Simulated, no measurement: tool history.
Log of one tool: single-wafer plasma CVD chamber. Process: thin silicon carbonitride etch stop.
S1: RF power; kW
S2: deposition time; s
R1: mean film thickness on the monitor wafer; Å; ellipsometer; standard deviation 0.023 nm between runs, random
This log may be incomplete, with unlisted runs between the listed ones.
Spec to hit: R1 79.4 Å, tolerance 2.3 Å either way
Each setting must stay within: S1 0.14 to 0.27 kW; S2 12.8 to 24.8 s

run	hour	S1	S2	R1
1	0	0.205	18.8	109.23
2	8.5	0.2	17.8	102.43
3	12.3	0.195	17.1	98.295
4	13.8	0.19	16.5	93.831
5	20.5	0.17	16.5	91.536
6	21.1	0.165	16.1	89.446
7	29.2	0.165	15.7	86.787
# hour 35.2: thermocouple changed; heater temperature recalibrated
8	35.2	0.165	15.4	85.285

Below are 5 possible settings for the next run. Only one of them brings all results inside the allowed miss of their targets. Which is it?
A	41.2	0.185	16	?
B	41.2	0.19	15.9	?
C	41.2	0.155	14.6	?
D	41.2	0.175	15.3	?
E	41.2	0.19	14.7	?

move	R1
A	90.366
B	90.356
C	79.24
D	85.323
E	83.536
A: lands further from the targets than the last run did
B: lands further from the targets than the last run did
C: meets every target
D: just as far off the targets as the last run
E: an improvement on the last run, though not all results are within tolerance
Go with C: it meets all targets.

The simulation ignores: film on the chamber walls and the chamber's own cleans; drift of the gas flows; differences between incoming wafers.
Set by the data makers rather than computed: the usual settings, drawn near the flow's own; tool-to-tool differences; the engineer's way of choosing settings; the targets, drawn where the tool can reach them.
